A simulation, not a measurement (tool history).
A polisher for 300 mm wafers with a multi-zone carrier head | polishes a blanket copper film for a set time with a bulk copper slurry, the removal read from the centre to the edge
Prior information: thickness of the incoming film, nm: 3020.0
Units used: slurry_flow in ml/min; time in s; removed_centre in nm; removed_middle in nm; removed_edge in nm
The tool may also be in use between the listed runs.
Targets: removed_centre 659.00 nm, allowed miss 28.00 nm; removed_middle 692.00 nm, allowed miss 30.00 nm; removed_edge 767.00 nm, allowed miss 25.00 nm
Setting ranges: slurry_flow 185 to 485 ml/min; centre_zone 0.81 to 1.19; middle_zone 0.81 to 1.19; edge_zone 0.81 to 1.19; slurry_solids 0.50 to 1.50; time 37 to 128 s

run,hour,slurry_flow,centre_zone,middle_zone,edge_zone,slurry_solids,time,removed_centre,removed_middle,removed_edge
1,0.0,310,1.00,1.00,1.00,1.00,82,1011.30,1024.90,1028.90
2,5.2,310,1.07,1.00,1.00,1.00,82,1075.60,1012.60,1021.90
3,7.2,305,1.05,0.99,1.00,0.95,80,1023.40,975.72,968.45
4,14.0,305,1.03,0.97,1.01,0.90,79,980.37,923.94,961.98
5,22.4,300,1.01,0.96,1.01,0.85,78,947.39,910.95,939.17
6,29.1,300,1.01,0.96,1.01,0.85,57,686.88,653.01,686.68
7,32.4,300,1.00,0.96,1.02,0.85,57,666.84,652.50,681.04
8,38.7,300,1.00,0.96,1.03,0.90,57,680.04,667.18,702.99
9,42.3,300,1.00,0.96,1.04,0.90,57,683.86,661.77,684.73
10,49.0,300,0.99,0.95,1.03,0.95,57,679.80,663.04,713.43
11,51.9,300,0.98,0.95,1.03,0.95,57,688.04,678.42,709.79
12,55.7,300,0.97,0.94,1.04,0.95,57,662.79,673.22,708.95
13,60.1,300,0.97,0.93,1.04,0.95,57,653.12,656.91,711.76

Next run, 5 choices. One meets every target within its allowed miss, the rest don't. Which?
A,64.5,255,0.98,0.92,1.14,0.85,59,?,?,?
B,64.5,305,0.92,0.82,1.09,1.10,58,?,?,?
C,64.5,285,0.92,0.82,1.10,1.15,57,?,?,?
D,64.5,310,0.89,0.91,1.08,0.95,60,?,?,?
E,64.5,245,0.97,0.92,1.02,0.90,58,?,?,?

move,removed_centre,removed_middle,removed_edge
A,676.21,646.79,730.94
B,677.81,627.63,759.14
C,667.63,618.70,753.15
D,656.78,684.73,755.25
E,662.82,641.11,686.00
A: nearer the targets than the last run, but a result is still out of spec
B: the worst result of the last run now meets its target, but another is out of spec
C: the worst result of the last run now meets its target, but another is out of spec
D: in spec on every target
E: the biggest miss grows against the last run
Correct choice: D, which meets every target
